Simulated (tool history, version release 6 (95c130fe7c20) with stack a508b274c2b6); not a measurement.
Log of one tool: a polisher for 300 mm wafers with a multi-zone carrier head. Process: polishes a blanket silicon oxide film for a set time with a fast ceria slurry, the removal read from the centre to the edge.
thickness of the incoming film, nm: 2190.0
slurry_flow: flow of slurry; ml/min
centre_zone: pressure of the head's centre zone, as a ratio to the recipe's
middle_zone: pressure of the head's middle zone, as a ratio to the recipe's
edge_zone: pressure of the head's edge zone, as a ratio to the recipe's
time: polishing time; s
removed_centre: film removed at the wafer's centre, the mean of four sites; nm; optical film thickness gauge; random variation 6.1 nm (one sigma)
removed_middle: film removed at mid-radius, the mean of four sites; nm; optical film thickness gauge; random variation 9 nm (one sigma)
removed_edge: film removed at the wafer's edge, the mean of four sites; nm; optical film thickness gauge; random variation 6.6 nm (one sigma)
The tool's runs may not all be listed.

Run 1, day 0: slurry_flow 150 ml/min, centre_zone 1, middle_zone 1, edge_zone 1, time 53 s. Result: removed_centre 911.45 nm, removed_middle 901.68 nm, removed_edge 899.94 nm.
Run 2, day 0.196: slurry_flow 150 ml/min, centre_zone 1, middle_zone 1.08, edge_zone 1, time 53 s. Result: removed_centre 901.68 nm, removed_middle 960.54 nm, removed_edge 904.66 nm.
Run 3, day 0.217: slurry_flow 175 ml/min, centre_zone 1, middle_zone 1.08, edge_zone 1, time 53 s. Result: removed_centre 937.49 nm, removed_middle 1004.4 nm, removed_edge 921.53 nm.
Run 4, day 0.5: slurry_flow 155 ml/min, centre_zone 0.97, middle_zone 1.06, edge_zone 1.04, time 53 s. Result: removed_centre 877.13 nm, removed_middle 940.42 nm, removed_edge 926.49 nm.
Run 5, day 0.771: slurry_flow 140 ml/min, centre_zone 0.95, middle_zone 1.06, edge_zone 1.07, time 53 s. Result: removed_centre 860.63 nm, removed_middle 911.32 nm, removed_edge 925.39 nm.
Run 6, day 0.888: slurry_flow 130 ml/min, centre_zone 0.91, middle_zone 1.06, edge_zone 1.09, time 53 s. Result: removed_centre 797.62 nm, removed_middle 912.92 nm, removed_edge 919.24 nm.

Forecast run 7:
Run 7, day 1.012: slurry_flow 130 ml/min, centre_zone 0.91, middle_zone 1.06, edge_zone 1.09, time 53 s. Result: removed_centre ?, removed_middle ?, removed_edge ?.

Run 7 gave removed_centre 798.09 nm, removed_middle 927.5 nm, removed_edge 922.4 nm.
